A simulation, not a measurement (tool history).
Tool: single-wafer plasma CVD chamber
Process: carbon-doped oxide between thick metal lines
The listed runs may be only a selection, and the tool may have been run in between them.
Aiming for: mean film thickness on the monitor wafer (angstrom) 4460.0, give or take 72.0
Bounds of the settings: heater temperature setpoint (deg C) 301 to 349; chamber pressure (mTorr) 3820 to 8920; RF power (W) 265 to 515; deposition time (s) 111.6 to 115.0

run,hour,heater temperature setpoint (deg C),chamber pressure (mTorr),RF power (W),deposition time (s),mean film thickness on the monitor wafer (angstrom)
1,0.0,325,6370,390,111.6,4782.7
2,1.1,335,6370,390,111.6,4654.9
3,2.4,335,6370,415,111.6,4911.5
4,7.5,330,6370,415,111.6,4946.3
5,13.9,330,5760,415,111.6,4902.6
6,17.3,333,5410,410,111.6,4732.6
7,23.1,336,5180,410,111.6,4660.4
8,27.2,338,5030,410,111.6,4599.9
9,31.9,340,4940,410,111.6,4600.1
10,38.3,341,4800,410,111.6,4548.1

Next run, 4 choices. One meets every target within its allowed miss, the rest don't. Which?
A,44.7,340,4830,415,111.6,?
B,44.7,338,4720,415,113.8,?
C,44.7,343,4320,415,115.0,?
D,44.7,344,4390,415,111.6,?

move,mean film thickness on the monitor wafer (angstrom)
A,4631.3
B,4727.5
C,4644.7
D,4509.8
A: its largest miss is bigger than the last run's
B: its largest miss is bigger than the last run's
C: its largest miss is bigger than the last run's
D: meets every target
Answer: D
